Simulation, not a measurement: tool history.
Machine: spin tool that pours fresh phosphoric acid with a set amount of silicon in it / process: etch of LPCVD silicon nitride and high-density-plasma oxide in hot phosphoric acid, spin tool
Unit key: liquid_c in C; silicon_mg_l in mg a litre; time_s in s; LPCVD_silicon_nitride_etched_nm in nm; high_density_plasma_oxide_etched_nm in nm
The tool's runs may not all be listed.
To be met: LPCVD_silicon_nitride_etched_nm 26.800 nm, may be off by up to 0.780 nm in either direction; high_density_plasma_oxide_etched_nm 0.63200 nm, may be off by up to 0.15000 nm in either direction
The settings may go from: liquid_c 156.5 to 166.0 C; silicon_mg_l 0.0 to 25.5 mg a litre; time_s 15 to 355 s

run,hour,liquid_c,silicon_mg_l,time_s,LPCVD_silicon_nitride_etched_nm,high_density_plasma_oxide_etched_nm
1,0.0,161.0,11.0,180,17.545,0.39164
2,1.0,162.5,11.0,180,18.597,0.41998
3,9.5,162.5,7.0,180,18.694,0.45690
4,17.1,162.5,7.0,140,14.492,0.35551
5,18.8,162.5,4.0,140,14.403,0.38229
6,27.8,162.5,6.5,140,14.505,0.38638
7,33.6,163.0,7.0,160,16.839,0.34535
8,35.6,163.0,5.5,180,18.765,0.44590
9,43.5,163.5,4.5,195,21.049,0.60447

Of the 5 settings listed for the next run, only one would bring every result within its allowed miss of target. Which one?
A,51.4,163.5,10.5,250,?,?
B,51.4,163.0,1.5,145,?,?
C,51.4,165.0,0.0,220,?,?
D,51.4,162.0,11.5,285,?,?
E,51.4,164.0,25.5,245,?,?

move,LPCVD_silicon_nitride_etched_nm,high_density_plasma_oxide_etched_nm
A,26.701,0.58734
B,15.232,0.39487
C,24.687,0.71238
D,28.962,0.58649
E,26.602,0.39572
A: all results land within tolerance of their targets
B: further off than the last run
C: closes in on the targets versus the last run, not all within tolerance yet
D: takes the result that was furthest off past its target
E: brings the result that was furthest off to its target, and leaves another outside
Answer: A
